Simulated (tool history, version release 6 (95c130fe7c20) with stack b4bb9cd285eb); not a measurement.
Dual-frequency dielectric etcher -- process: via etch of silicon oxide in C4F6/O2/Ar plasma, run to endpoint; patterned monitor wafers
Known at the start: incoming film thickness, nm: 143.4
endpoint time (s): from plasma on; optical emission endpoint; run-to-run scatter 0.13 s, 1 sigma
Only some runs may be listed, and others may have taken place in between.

Run 1, day 0.000: bias power (W) 607, source power (W) 290, Ar flow (sccm) 298. Result: endpoint time (s) 33.709.
Run 2, day 0.058: bias power (W) 607, source power (W) 330, Ar flow (sccm) 298. Result: endpoint time (s) 32.342.
Run 3, day 0.221: bias power (W) 677, source power (W) 330, Ar flow (sccm) 298. Result: endpoint time (s) 30.431.
Run 4, day 0.400: bias power (W) 677, source power (W) 330, Ar flow (sccm) 279. Result: endpoint time (s) 30.010.
Run 5, day 0.433: bias power (W) 784, source power (W) 330, Ar flow (sccm) 279. Result: endpoint time (s) 27.756.
Run 6, day 0.550: bias power (W) 703, source power (W) 320, Ar flow (sccm) 280. Result: endpoint time (s) 29.906.
Run 7, day 0.812: bias power (W) 638, source power (W) 320, Ar flow (sccm) 280. Result: endpoint time (s) 31.600.

Run 8 is up next; what results do you expect?
Run 8, day 0.842: bias power (W) 587, source power (W) 320, Ar flow (sccm) 280. Result: endpoint time (s) ?.

For run 8 the tool returned endpoint time (s) 32.994.
